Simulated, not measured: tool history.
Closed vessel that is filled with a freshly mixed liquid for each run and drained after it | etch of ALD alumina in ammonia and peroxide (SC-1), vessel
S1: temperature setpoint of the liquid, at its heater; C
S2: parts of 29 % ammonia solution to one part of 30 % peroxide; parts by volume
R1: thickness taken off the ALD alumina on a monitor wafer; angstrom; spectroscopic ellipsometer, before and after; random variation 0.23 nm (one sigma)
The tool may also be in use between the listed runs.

Run 1, day 0: S1 49 C, S2 0.6 parts by volume, time in the liquid (s) 475. Result: R1 227.82 angstrom.
Run 2, day 0.1: S1 44 C, S2 0.6 parts by volume, time in the liquid (s) 475. Result: R1 170.59 angstrom.
Run 3, day 0.254: S1 48 C, S2 0.6 parts by volume, time in the liquid (s) 475. Result: R1 215.13 angstrom.
Run 4, day 0.55: S1 51 C, S2 0.6 parts by volume, time in the liquid (s) 475. Result: R1 253.19 angstrom.
Run 5, day 0.829: S1 57.5 C, S2 0.6 parts by volume, time in the liquid (s) 475. Result: R1 360.12 angstrom.
Run 6, day 0.975: S1 57.5 C, S2 0.45 parts by volume, time in the liquid (s) 475. Result: R1 351.48 angstrom.
Run 7, day 1.038: S1 58.5 C, S2 0.45 parts by volume, time in the liquid (s) 475. Result: R1 367.81 angstrom.

Estimate the outcome of run 8 from the log above:
Run 8, day 1.092: S1 59 C, S2 0.45 parts by volume, time in the liquid (s) 475. Result: R1 ?.

Logged for run 8: R1 374.82 angstrom.

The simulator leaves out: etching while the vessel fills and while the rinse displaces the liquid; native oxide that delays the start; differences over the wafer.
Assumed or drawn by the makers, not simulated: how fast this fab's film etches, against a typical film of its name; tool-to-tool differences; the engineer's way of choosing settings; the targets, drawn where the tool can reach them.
